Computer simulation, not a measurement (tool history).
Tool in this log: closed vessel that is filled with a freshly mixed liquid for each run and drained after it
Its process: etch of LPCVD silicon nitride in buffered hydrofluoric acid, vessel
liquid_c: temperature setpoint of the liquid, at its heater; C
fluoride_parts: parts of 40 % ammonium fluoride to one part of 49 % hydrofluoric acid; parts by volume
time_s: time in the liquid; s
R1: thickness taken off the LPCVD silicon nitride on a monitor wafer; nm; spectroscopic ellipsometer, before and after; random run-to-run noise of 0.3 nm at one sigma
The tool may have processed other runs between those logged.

{"run": 1, "day": 0.0, "liquid_c": 23.0, "fluoride_parts": 21.5, "time_s": 2885, "R1": 19.991}
{"run": 2, "day": 0.188, "liquid_c": 24.0, "fluoride_parts": 20.5, "time_s": 2885, "R1": 21.931}
{"run": 3, "day": 0.338, "liquid_c": 25.0, "fluoride_parts": 19.5, "time_s": 2885, "R1": 24.211}
{"run": 4, "day": 0.733, "liquid_c": 23.5, "fluoride_parts": 19.5, "time_s": 2885, "R1": 22.149}
{"run": 5, "day": 0.812, "liquid_c": 21.0, "fluoride_parts": 19.5, "time_s": 2885, "R1": 19.132}
{"run": 6, "day": 1.1, "liquid_c": 22.5, "fluoride_parts": 19.0, "time_s": 2885, "R1": 21.681}
{"run": 7, "day": 1.212, "liquid_c": 23.5, "fluoride_parts": 18.5, "time_s": 2885, "R1": 23.253}
{"run": 8, "day": 1.562, "liquid_c": 24.5, "fluoride_parts": 18.0, "time_s": 2885, "R1": 25.102}
{"run": 9, "day": 1.908, "liquid_c": 25.5, "fluoride_parts": 17.5, "time_s": 2885, "R1": 27.444}
{"run": 10, "day": 2.312, "liquid_c": 26.5, "fluoride_parts": 17.5, "time_s": 2885, "R1": 29.28}
{"run": 11, "day": 2.5, "liquid_c": 27.0, "fluoride_parts": 17.5, "time_s": 2885, "R1": 30.045}
{"run": 12, "day": 2.6, "liquid_c": 27.5, "fluoride_parts": 17.5, "time_s": 2885, "R1": 30.839}

Run 13, settings as shown, results not yet in. Your forecast:
{"run": 13, "day": 2.712, "liquid_c": 28.0, "fluoride_parts": 17.5, "time_s": 2885, "R1": "?"}

R1: 31.612 nm
